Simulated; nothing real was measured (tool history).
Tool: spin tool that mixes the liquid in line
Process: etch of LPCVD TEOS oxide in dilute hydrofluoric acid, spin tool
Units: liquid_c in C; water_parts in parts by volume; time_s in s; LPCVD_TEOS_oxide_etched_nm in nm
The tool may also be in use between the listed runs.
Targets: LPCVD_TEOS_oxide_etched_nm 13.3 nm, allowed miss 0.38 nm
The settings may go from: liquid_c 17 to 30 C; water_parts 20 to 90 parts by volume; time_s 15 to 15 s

{"run": 1, "hour": 0.0, "liquid_c": 22, "water_parts": 50, "time_s": 15, "LPCVD_TEOS_oxide_etched_nm": 6.2043}
{"run": 2, "hour": 8.1, "liquid_c": 23, "water_parts": 45, "time_s": 15, "LPCVD_TEOS_oxide_etched_nm": 7.2729}
{"run": 3, "hour": 12.7, "liquid_c": 23, "water_parts": 60, "time_s": 15, "LPCVD_TEOS_oxide_etched_nm": 5.3125}
{"run": 4, "hour": 18.1, "liquid_c": 24, "water_parts": 55, "time_s": 15, "LPCVD_TEOS_oxide_etched_nm": 6.0824}
{"run": 5, "hour": 21.1, "liquid_c": 26.5, "water_parts": 55, "time_s": 15, "LPCVD_TEOS_oxide_etched_nm": 6.7753}
{"run": 6, "hour": 22.9, "liquid_c": 27, "water_parts": 50, "time_s": 15, "LPCVD_TEOS_oxide_etched_nm": 7.6089}
{"run": 7, "hour": 23.8, "liquid_c": 27.5, "water_parts": 45, "time_s": 15, "LPCVD_TEOS_oxide_etched_nm": 8.7357}
{"run": 8, "hour": 31.5, "liquid_c": 28, "water_parts": 45, "time_s": 15, "LPCVD_TEOS_oxide_etched_nm": 8.9252}
{"run": 9, "hour": 40.4, "liquid_c": 30, "water_parts": 25, "time_s": 15, "LPCVD_TEOS_oxide_etched_nm": 17.857}
{"run": 10, "hour": 43.9, "liquid_c": 29, "water_parts": 25, "time_s": 15, "LPCVD_TEOS_oxide_etched_nm": 17.198}

4 next moves are on the table. One of them brings every result within its allowed miss. Which?
{"run": "A", "hour": 47.4, "liquid_c": 29.5, "water_parts": 30, "time_s": 15, "LPCVD_TEOS_oxide_etched_nm": "?"}
{"run": "B", "hour": 47.4, "liquid_c": 29, "water_parts": 30, "time_s": 15, "LPCVD_TEOS_oxide_etched_nm": "?"}
{"run": "C", "hour": 47.4, "liquid_c": 29.5, "water_parts": 35, "time_s": 15, "LPCVD_TEOS_oxide_etched_nm": "?"}
{"run": "D", "hour": 47.4, "liquid_c": 27.5, "water_parts": 30, "time_s": 15, "LPCVD_TEOS_oxide_etched_nm": "?"}

move=A LPCVD_TEOS_oxide_etched_nm=14.567
move=B LPCVD_TEOS_oxide_etched_nm=14.277
move=C LPCVD_TEOS_oxide_etched_nm=12.389
move=D LPCVD_TEOS_oxide_etched_nm=13.434
A: nearer than the last run, and not there yet
B: nearer than the last run, and not there yet
C: takes the result that was furthest off past its target
D: meets every target
Answer: D

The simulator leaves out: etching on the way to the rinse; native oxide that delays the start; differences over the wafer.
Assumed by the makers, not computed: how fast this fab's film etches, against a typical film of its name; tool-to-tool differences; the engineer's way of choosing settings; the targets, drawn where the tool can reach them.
